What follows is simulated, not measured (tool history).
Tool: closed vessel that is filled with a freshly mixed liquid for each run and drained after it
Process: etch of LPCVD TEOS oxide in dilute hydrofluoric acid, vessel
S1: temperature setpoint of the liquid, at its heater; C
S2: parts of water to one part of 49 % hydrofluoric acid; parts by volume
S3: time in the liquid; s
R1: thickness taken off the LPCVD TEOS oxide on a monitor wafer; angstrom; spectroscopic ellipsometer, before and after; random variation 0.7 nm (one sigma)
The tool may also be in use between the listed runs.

| run | hour | S1 | S2 | S3 | R1 |
|---|---|---|---|---|---|
| 1 | 0.0 | 25.0 | 185 | 155 | 241.09 |
| 2 | 1.8 | 26.5 | 160 | 155 | 300.58 |
| 3 | 6.1 | 24.5 | 160 | 155 | 280.85 |
| 4 | 14.8 | 24.5 | 220 | 155 | 190.85 |
| 5 | 19.0 | 24.5 | 195 | 155 | 220.78 |
| 6 | 27.2 | 26.0 | 170 | 155 | 275.48 |
| 7 | 30.0 | 27.0 | 145 | 155 | 350.04 |
| 8 | 31.9 | 28.0 | 130 | 155 | 409.91 |
| 9 | 33.6 | 29.0 | 120 | 155 | 471.40 |

Forecast run 10:
| 10 | 39.2 | 29.5 | 110 | 155 | ? |

{"run 10": {"R1": 522.68}}
